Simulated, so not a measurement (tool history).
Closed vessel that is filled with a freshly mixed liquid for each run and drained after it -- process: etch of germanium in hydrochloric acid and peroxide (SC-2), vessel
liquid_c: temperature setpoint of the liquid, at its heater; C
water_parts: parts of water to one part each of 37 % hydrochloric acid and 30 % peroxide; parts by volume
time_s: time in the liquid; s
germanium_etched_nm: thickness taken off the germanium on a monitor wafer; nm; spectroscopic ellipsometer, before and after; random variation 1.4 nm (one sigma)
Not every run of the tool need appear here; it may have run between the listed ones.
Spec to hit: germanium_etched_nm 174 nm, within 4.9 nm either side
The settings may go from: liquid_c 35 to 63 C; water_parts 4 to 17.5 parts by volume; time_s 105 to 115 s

| run | hour | liquid_c | water_parts | time_s | germanium_etched_nm |
|---|---|---|---|---|---|
| 1 | 0 | 47 | 9.5 | 105 | 232.6 |
| 2 | 7.3 | 50 | 9.5 | 105 | 258.24 |
| 3 | 12.3 | 50 | 8 | 105 | 263.97 |
| 4 | 18.2 | 46 | 8 | 105 | 227.2 |
| 5 | 21.3 | 46 | 5 | 105 | 234.52 |
| 6 | 22.7 | 46 | 5 | 115 | 251.62 |
| 7 | 23.7 | 43 | 5 | 115 | 232.01 |
| 8 | 24.3 | 40.5 | 5 | 115 | 213.43 |
| 9 | 31.2 | 39 | 5 | 115 | 202.41 |
| 10 | 37.6 | 38 | 5 | 115 | 196.9 |
| 11 | 40.6 | 37 | 5 | 115 | 188.43 |

Exactly one of the 4 candidate moves below puts every result within its allowed miss. Which one?
| A | 43.6 | 40.5 | 4 | 110 | ? |
| B | 43.6 | 36 | 4.5 | 110 | ? |
| C | 43.6 | 42.5 | 4 | 110 | ? |
| D | 43.6 | 40 | 4.5 | 115 | ? |

| move | germanium_etched_nm |
|---|---|
| A | 201.99 |
| B | 172.5 |
| C | 216.3 |
| D | 207.43 |
A: misses by more than the last run did
B: every result lands within tolerance
C: misses by more than the last run did
D: misses by more than the last run did
Go with B: it meets all targets.

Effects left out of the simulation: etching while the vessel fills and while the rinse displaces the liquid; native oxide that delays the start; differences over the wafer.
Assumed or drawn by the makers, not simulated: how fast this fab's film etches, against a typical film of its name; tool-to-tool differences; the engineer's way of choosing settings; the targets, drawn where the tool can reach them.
